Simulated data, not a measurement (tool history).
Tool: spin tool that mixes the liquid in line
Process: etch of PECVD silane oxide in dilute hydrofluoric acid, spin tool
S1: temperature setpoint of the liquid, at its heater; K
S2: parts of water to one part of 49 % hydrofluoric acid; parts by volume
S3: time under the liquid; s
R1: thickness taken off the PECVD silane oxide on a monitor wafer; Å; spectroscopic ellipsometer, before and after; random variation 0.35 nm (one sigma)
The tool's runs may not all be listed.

run	day	S1	S2	S3	R1
1	0.000	294.15	180	200	270.05
2	0.308	294.15	225	200	205.59
3	0.429	295.15	205	200	242.65
4	0.454	298.15	205	200	267.44
5	0.738	298.15	265	200	193.35
6	0.783	298.65	240	200	223.72
7	0.812	299.15	220	200	250.23
8	1.017	299.65	200	200	290.99
9	1.112	300.15	185	200	328.81
10	1.300	300.65	170	200	370.12
11	1.479	300.65	170	200	366.85
12	1.783	300.65	160	200	393.71
13	1.983	300.65	150	200	431.27
14	2.325	300.65	145	200	446.32
# day 2.696: thermometer replaced
15	2.696	300.65	140	200	440.85

Forecast run 16:
16	2.808	300.65	135	200	?

{"run 16": {"R1": 459.88}}
